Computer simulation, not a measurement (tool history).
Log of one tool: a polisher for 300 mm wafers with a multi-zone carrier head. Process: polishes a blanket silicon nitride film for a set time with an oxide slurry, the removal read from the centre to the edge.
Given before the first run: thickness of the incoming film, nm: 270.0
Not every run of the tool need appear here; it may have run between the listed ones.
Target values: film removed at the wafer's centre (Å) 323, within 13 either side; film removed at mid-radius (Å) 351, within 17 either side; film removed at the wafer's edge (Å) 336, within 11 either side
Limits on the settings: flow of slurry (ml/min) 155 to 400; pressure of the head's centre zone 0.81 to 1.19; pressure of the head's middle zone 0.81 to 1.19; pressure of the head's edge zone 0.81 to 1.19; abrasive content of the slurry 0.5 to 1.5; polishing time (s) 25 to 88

run,hour,flow of slurry (ml/min),pressure of the head's centre zone,pressure of the head's middle zone,pressure of the head's edge zone,abrasive content of the slurry,polishing time (s),film removed at the wafer's centre (Å),film removed at mid-radius (Å),film removed at the wafer's edge (Å)
1,0,255,1,1,1,1,56,244.69,241.56,238.83
2,1.9,255,1,1.01,1.02,1.05,56,249.4,250.25,245.95
3,4.5,255,1,1.02,1.03,1.1,56,250.94,256.48,253.39
4,9.5,260,1.01,1.03,1.04,1.15,56,255.74,268.02,255.95
5,10.6,260,1.01,1.03,1.05,1.2,57,271.31,274.18,274.71
6,13,285,1.01,1.03,1.05,1.2,57,270.21,277.78,273.91
7,15.1,285,1.02,1.04,1.06,1.25,57,271.2,286.67,280.5
8,21,285,1.03,1.05,1.06,1.3,57,285.5,284.25,280.59
9,23.4,285,1.03,1.06,1.07,1.35,58,289.65,294.41,290.96

Exercise: of the 5 proposed moves below, exactly one satisfies all targets within the stated allowed misses. Which move is it?
A,25.8,245,1.05,1.02,1.06,1.45,63,?,?,?
B,25.8,265,0.94,1.02,1.17,1.35,71,?,?,?
C,25.8,350,0.98,1.07,1.08,1.1,71,?,?,?
D,25.8,375,0.97,1.11,1.07,1.15,64,?,?,?
E,25.8,360,1.01,0.95,1.19,1.5,64,?,?,?

move,film removed at the wafer's centre (Å),film removed at mid-radius (Å),film removed at the wafer's edge (Å)
A,327.07,317.08,317.05
B,329.05,352.21,367.24
C,327.36,350.32,335.82
D,299.18,333.17,307.65
E,338.8,319.19,354.1
A: better than the last run, though not everything is in spec
B: carries the result that was furthest off beyond its target, to the other side
C: every result within its allowed miss
D: better than the last run, though not everything is in spec
E: carries the result that was furthest off beyond its target, to the other side
So the answer is move C, the one that meets all the targets.
